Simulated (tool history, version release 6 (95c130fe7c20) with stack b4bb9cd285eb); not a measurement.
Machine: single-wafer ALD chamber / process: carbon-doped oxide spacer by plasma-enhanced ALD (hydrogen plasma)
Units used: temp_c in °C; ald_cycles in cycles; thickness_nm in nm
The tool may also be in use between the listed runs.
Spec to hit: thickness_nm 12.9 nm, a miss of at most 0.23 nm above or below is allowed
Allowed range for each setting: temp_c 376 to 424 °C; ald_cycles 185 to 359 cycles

run,hour,temp_c,ald_cycles,thickness_nm
1,0,400,272,14.148
2,9,400,297,15.439
3,11.9,400,313,16.246
4,13.4,390,313,16.445
5,19.7,400,313,16.348
6,24.5,400,342,17.757
7,27,401,328,16.996
8,28.2,402,316,16.367
# hour 32.9: thermocouple changed; heater temperature recalibrated
9,32.9,402,306,16.049
10,36,402,296,15.526
11,43.9,402,287,15.006
12,50.1,405,243,12.636

Next run, 4 choices. One meets every target within its allowed miss, the rest don't. Which?
A,56.3,399,251,?
B,56.3,423,249,?
C,56.3,395,233,?
D,56.3,423,262,?

move,thickness_nm
A,13.233
B,12.278
C,12.284
D,12.919
A: takes the result that was furthest off past its target
B: further off than the last run
C: further off than the last run
D: every result within its allowed miss
Answer: D
